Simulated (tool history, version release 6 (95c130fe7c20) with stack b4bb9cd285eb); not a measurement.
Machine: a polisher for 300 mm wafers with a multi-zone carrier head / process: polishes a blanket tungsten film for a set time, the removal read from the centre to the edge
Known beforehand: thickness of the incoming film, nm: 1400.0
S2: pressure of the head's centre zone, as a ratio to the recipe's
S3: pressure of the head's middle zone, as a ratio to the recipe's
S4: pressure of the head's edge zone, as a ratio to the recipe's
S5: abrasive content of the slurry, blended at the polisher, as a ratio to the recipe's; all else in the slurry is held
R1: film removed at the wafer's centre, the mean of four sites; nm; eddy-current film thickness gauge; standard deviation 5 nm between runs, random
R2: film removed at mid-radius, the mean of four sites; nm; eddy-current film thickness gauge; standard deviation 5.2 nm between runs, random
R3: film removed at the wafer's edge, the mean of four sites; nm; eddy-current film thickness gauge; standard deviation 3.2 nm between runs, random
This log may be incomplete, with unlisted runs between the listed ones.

{"run": 1, "day": 0.0, "flow of slurry (ml/min)": 145, "S2": 1.0, "S3": 1.0, "S4": 1.0, "S5": 1.0, "polishing time (s)": 76, "R1": 471.17, "R2": 462.45, "R3": 472.51}
{"run": 2, "day": 0.146, "flow of slurry (ml/min)": 165, "S2": 1.01, "S3": 1.03, "S4": 0.99, "S5": 1.0, "polishing time (s)": 76, "R1": 491.33, "R2": 479.36, "R3": 477.45}
{"run": 3, "day": 0.417, "flow of slurry (ml/min)": 140, "S2": 1.01, "S3": 1.03, "S4": 0.99, "S5": 1.0, "polishing time (s)": 76, "R1": 475.71, "R2": 474.7, "R3": 469.3}
{"run": 4, "day": 0.529, "flow of slurry (ml/min)": 155, "S2": 1.02, "S3": 1.07, "S4": 0.99, "S5": 1.0, "polishing time (s)": 76, "R1": 486.54, "R2": 497.05, "R3": 473.63}
{"run": 5, "day": 0.683, "flow of slurry (ml/min)": 170, "S2": 1.03, "S3": 1.1, "S4": 0.99, "S5": 1.0, "polishing time (s)": 76, "R1": 504.0, "R2": 517.45, "R3": 473.63}
{"run": 6, "day": 0.762, "flow of slurry (ml/min)": 170, "S2": 1.03, "S3": 1.1, "S4": 0.91, "S5": 1.0, "polishing time (s)": 76, "R1": 497.55, "R2": 515.57, "R3": 456.06}
{"run": 7, "day": 1.083, "flow of slurry (ml/min)": 180, "S2": 1.03, "S3": 1.11, "S4": 0.94, "S5": 1.0, "polishing time (s)": 76, "R1": 503.0, "R2": 517.36, "R3": 468.94}

Run 8 comes next. What will it give?
{"run": 8, "day": 1.288, "flow of slurry (ml/min)": 185, "S2": 1.04, "S3": 1.13, "S4": 0.95, "S5": 1.0, "polishing time (s)": 76, "R1": "?", "R2": "?", "R3": "?"}

R1: 498.62 nm
R2: 533.92 nm
R3: 463.60 nm
